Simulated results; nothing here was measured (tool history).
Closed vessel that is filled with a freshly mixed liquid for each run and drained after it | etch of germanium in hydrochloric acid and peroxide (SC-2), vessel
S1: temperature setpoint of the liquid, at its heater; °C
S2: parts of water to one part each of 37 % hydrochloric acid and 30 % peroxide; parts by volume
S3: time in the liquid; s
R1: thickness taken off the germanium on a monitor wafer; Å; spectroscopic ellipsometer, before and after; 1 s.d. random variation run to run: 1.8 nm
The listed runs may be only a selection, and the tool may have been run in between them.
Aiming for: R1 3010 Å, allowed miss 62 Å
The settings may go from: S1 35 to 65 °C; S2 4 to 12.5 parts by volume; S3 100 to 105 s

run,day,S1,S2,S3,R1
1,0,49,7,100,3717.8
2,0.129,47,7,100,3518.2
3,0.233,47,7,105,3714.9
4,0.333,45,7,105,3467.6
5,0.371,39.5,7,105,2887.9
6,0.454,42.5,7,105,3211.4
7,0.567,42,7,105,3158.6
8,0.8,41.5,7,105,3079.2

Pick the move, out of 4, that brings all results within their allowed miss; only one does.
A,1.033,40.5,8,100,?
B,1.033,40.5,4,105,?
C,1.033,39,6.5,105,?
D,1.033,38.5,4.5,105,?

move,R1
A,2828
B,3028.3
C,2850.5
D,2825.2
A: moves the result that the last run missed by most past its target, out the other side
B: every result within its allowed miss
C: moves the result that the last run missed by most past its target, out the other side
D: moves the result that the last run missed by most past its target, out the other side
Correct choice: B, which meets every target
